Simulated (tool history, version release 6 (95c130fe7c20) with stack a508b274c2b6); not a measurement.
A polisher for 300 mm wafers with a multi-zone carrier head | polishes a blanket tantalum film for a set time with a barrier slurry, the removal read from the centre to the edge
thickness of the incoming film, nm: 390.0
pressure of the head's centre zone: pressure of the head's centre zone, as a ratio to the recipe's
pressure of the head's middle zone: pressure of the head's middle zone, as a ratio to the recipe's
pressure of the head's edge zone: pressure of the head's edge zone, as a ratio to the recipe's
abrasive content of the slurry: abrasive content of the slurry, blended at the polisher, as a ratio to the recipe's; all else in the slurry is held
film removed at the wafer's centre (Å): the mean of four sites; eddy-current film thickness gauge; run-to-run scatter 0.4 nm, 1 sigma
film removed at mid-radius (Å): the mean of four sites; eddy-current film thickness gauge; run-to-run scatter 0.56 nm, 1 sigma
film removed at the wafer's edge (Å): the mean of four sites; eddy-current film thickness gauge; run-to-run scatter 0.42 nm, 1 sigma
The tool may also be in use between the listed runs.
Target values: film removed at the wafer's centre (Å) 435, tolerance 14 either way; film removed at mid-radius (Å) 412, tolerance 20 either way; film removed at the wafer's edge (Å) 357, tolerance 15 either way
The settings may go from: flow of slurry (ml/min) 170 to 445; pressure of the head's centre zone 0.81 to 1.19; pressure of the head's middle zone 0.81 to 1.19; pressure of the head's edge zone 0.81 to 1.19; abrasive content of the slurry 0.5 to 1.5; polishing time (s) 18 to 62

run,hour,flow of slurry (ml/min),pressure of the head's centre zone,pressure of the head's middle zone,pressure of the head's edge zone,abrasive content of the slurry,polishing time (s),film removed at the wafer's centre (Å),film removed at mid-radius (Å),film removed at the wafer's edge (Å)
1,0,285,1,1,1,1,40,556.39,566.86,534.18
2,8.3,285,1.04,1,1,1,40,569.7,557.75,537.22
3,10.9,285,1.1,1,1,1,40,606.97,551.26,533.78
4,14.5,290,1.1,1.01,0.96,0.85,37,548.43,502.82,474.15
5,18.4,290,1.18,1.01,0.96,0.85,37,578.15,515.15,482.59
6,24.1,295,1.16,1.02,0.93,0.75,35,519.74,467.7,417.52
7,30.8,290,1.12,1.01,0.91,0.7,35,496.59,455.01,411.02
8,34.8,290,1.1,1.01,0.89,0.65,35,473.87,432.06,393.78
9,40.6,290,1.09,1.02,0.87,0.6,35,465.1,430.17,383.68
10,47.4,285,1.08,1.02,0.85,0.6,35,459.09,435.91,387.7
11,55.9,290,1.08,1.03,0.85,0.55,35,454.74,432.14,380.45
12,61.1,290,1.08,1.03,0.84,0.55,35,441.64,426.49,378.57

Exercise: of the 5 proposed moves below, exactly one satisfies all targets within the stated allowed misses. Which move is it?
A,66.3,320,1.01,0.96,0.92,0.55,36,?,?,?
B,66.3,325,1.06,0.88,0.87,0.75,33,?,?,?
C,66.3,325,1.09,1.02,0.81,0.8,30,?,?,?
D,66.3,315,1.03,1,0.83,0.6,37,?,?,?
E,66.3,240,1.04,0.97,0.87,0.65,37,?,?,?

move,film removed at the wafer's centre (Å),film removed at mid-radius (Å),film removed at the wafer's edge (Å)
A,432.04,413.93,406.74
B,454.57,386.13,399.06
C,432.86,403.71,358.38
D,463.89,450.82,410.99
E,462.41,435.32,418.07
A: further off than the last run
B: further off than the last run
C: all results land within tolerance of their targets
D: further off than the last run
E: further off than the last run
Move C is the one to make.
